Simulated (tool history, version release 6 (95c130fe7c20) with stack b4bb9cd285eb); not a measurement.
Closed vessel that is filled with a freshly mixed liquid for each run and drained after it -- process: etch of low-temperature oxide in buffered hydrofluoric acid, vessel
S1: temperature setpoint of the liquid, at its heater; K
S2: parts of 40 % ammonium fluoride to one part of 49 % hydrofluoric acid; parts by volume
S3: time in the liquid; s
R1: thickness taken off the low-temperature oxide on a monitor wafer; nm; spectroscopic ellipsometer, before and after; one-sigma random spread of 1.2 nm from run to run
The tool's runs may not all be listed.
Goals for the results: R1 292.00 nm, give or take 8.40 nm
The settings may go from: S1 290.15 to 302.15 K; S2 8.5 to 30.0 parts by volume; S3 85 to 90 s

| run | hour | S1 | S2 | S3 | R1 |
|---|---|---|---|---|---|
| 1 | 0.0 | 294.15 | 23.5 | 85 | 198.01 |
| 2 | 4.4 | 294.15 | 23.5 | 85 | 198.17 |
| 3 | 10.5 | 294.15 | 27.5 | 85 | 174.94 |
| 4 | 15.6 | 290.65 | 27.5 | 85 | 143.05 |
| 5 | 18.0 | 290.65 | 27.5 | 90 | 151.76 |
| 6 | 22.9 | 292.65 | 27.5 | 90 | 171.25 |
| 7 | 25.0 | 294.15 | 27.5 | 90 | 185.86 |
|  | 29.8 | hydrofluoric acid flow meter replaced |
| 8 | 29.8 | 298.15 | 26.0 | 90 | 264.25 |
| 9 | 36.6 | 298.65 | 26.0 | 90 | 270.53 |
| 10 | 41.0 | 299.15 | 26.0 | 90 | 277.50 |

Next run, 4 choices. One meets every target within its allowed miss, the rest don't. Which?
| A | 45.4 | 299.15 | 22.5 | 90 | ? |
| B | 45.4 | 299.15 | 24.5 | 90 | ? |
| C | 45.4 | 299.65 | 26.5 | 85 | ? |
| D | 45.4 | 298.15 | 26.5 | 90 | ? |

| move | R1 |
|---|---|
| A | 308.61 |
| B | 291.07 |
| C | 267.64 |
| D | 261.19 |
A: takes the result that was furthest off past its target
B: hits every target within its allowed miss
C: its largest miss is bigger than the last run's
D: its largest miss is bigger than the last run's
B is the move that brings every result within its allowed miss.

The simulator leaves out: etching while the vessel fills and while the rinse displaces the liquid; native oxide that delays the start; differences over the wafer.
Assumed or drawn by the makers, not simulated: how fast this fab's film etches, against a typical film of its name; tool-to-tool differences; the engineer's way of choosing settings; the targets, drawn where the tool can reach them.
